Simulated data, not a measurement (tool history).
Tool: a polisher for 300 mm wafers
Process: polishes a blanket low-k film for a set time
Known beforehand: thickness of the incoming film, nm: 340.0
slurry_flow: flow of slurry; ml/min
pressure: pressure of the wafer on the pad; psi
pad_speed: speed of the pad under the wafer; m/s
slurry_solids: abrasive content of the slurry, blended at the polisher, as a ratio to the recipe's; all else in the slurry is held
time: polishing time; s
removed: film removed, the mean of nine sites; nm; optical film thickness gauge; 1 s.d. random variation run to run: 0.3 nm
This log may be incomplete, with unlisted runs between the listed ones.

{"run": 1, "day": 0.0, "slurry_flow": 245, "pressure": 2.2, "pad_speed": 0.82, "slurry_solids": 1.0, "time": 98, "removed": 40.205}
{"run": 2, "day": 0.238, "slurry_flow": 245, "pressure": 1.9, "pad_speed": 0.82, "slurry_solids": 1.0, "time": 98, "removed": 35.661}
{"run": 3, "day": 0.417, "slurry_flow": 245, "pressure": 1.9, "pad_speed": 0.82, "slurry_solids": 1.15, "time": 98, "removed": 38.056}
{"run": 4, "day": 0.529, "slurry_flow": 245, "pressure": 1.9, "pad_speed": 0.82, "slurry_solids": 1.05, "time": 98, "removed": 36.582}
{"run": 5, "day": 0.854, "slurry_flow": 250, "pressure": 2.0, "pad_speed": 0.82, "slurry_solids": 1.05, "time": 98, "removed": 38.025}
{"run": 6, "day": 0.9, "slurry_flow": 250, "pressure": 2.1, "pad_speed": 0.82, "slurry_solids": 1.05, "time": 98, "removed": 39.237}
{"run": 7, "day": 0.95, "slurry_flow": 250, "pressure": 2.2, "pad_speed": 0.82, "slurry_solids": 1.05, "time": 98, "removed": 41.424}

Run 8 comes next. What will it give?
{"run": 8, "day": 0.996, "slurry_flow": 255, "pressure": 2.3, "pad_speed": 0.82, "slurry_solids": 1.05, "time": 98, "removed": "?"}

removed: 42.671 nm
